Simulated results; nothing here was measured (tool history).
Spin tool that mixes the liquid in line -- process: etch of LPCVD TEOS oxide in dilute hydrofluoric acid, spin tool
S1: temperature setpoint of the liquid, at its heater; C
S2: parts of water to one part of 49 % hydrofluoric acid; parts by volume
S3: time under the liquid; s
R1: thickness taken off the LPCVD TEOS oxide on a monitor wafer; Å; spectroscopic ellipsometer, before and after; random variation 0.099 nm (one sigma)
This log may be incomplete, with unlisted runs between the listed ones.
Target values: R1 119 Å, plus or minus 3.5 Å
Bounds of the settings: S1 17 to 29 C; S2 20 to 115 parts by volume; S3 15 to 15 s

run  hour    S1  S2  S3      R1
  1     0    21  65  15  59.274
  2   1.6  23.5  60  15   72.46
  3   4.4  23.5  75  15  56.295
  4   5.3    20  75  15    48.9
  5  11.5    20  65  15  57.706
  6    18    20  75  15  49.097
  7    24  22.5  65  15  63.112
  8  26.2  24.5  55  15  83.227

Next run, 4 choices. One meets every target within its allowed miss, the rest don't. Which?
  A  28.4    28  45  15   ?
  B  28.4    28  40  15   ?
  C  28.4  26.5  40  15   ?
  D  28.4    27  35  15   ?

move      R1
   A  117.34
   B  132.96
   C  125.07
   D  146.92
A: hits every target within its allowed miss
B: takes the result that was furthest off past its target
C: takes the result that was furthest off past its target
D: takes the result that was furthest off past its target
A is the move that brings every result within its allowed miss.

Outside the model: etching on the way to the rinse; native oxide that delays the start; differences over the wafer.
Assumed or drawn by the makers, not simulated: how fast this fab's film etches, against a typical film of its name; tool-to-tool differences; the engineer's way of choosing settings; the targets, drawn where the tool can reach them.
